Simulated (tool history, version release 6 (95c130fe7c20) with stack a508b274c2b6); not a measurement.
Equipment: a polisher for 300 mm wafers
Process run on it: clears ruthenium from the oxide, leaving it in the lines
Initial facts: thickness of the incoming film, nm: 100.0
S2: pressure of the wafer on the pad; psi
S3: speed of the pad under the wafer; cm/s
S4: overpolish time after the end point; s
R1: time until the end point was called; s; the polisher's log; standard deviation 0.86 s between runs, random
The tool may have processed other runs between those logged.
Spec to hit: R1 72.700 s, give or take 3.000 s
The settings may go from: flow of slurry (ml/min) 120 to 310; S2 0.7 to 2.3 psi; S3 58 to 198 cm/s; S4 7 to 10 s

Run 1, hour 0.0: flow of slurry (ml/min) 200, S2 1.5 psi, S3 128 cm/s, S4 10 s. Result: R1 133.660 s.
Run 2, hour 0.5: flow of slurry (ml/min) 200, S2 1.7 psi, S3 130 cm/s, S4 10 s. Result: R1 119.540 s.
Run 3, hour 6.7: flow of slurry (ml/min) 200, S2 1.8 psi, S3 134 cm/s, S4 10 s. Result: R1 109.320 s.
Run 4, hour 14.4: flow of slurry (ml/min) 200, S2 1.8 psi, S3 134 cm/s, S4 7 s. Result: R1 110.330 s.
Run 5, hour 19.1: flow of slurry (ml/min) 200, S2 1.8 psi, S3 134 cm/s, S4 7 s. Result: R1 107.960 s.
Run 6, hour 20.5: flow of slurry (ml/min) 200, S2 1.8 psi, S3 118 cm/s, S4 7 s. Result: R1 122.940 s.
At hour 28.7: worn pad replaced by a new one.
Run 7, hour 28.7: flow of slurry (ml/min) 200, S2 1.9 psi, S3 124 cm/s, S4 7 s. Result: R1 102.090 s.
Run 8, hour 36.8: flow of slurry (ml/min) 200, S2 2.0 psi, S3 124 cm/s, S4 7 s. Result: R1 97.433 s.
Run 9, hour 44.3: flow of slurry (ml/min) 200, S2 2.1 psi, S3 126 cm/s, S4 7 s. Result: R1 91.427 s.

Which single option among these 4 for the next run brings every result within its allowed miss of target? Just one does.
Run A, hour 51.8: flow of slurry (ml/min) 195, S2 1.8 psi, S3 102 cm/s, S4 8 s. Result: R1 ?.
Run B, hour 51.8: flow of slurry (ml/min) 195, S2 2.3 psi, S3 144 cm/s, S4 10 s. Result: R1 ?.
Run C, hour 51.8: flow of slurry (ml/min) 185, S2 2.3 psi, S3 168 cm/s, S4 8 s. Result: R1 ?.
Run D, hour 51.8: flow of slurry (ml/min) 190, S2 2.2 psi, S3 106 cm/s, S4 9 s. Result: R1 ?.

move       R1
   A  128.860
   B   72.615
   C   62.984
   D  102.460
A: misses by more than the last run did
B: meets every target
C: pushes the last run's worst result past its target
D: misses by more than the last run did
The right move is B.

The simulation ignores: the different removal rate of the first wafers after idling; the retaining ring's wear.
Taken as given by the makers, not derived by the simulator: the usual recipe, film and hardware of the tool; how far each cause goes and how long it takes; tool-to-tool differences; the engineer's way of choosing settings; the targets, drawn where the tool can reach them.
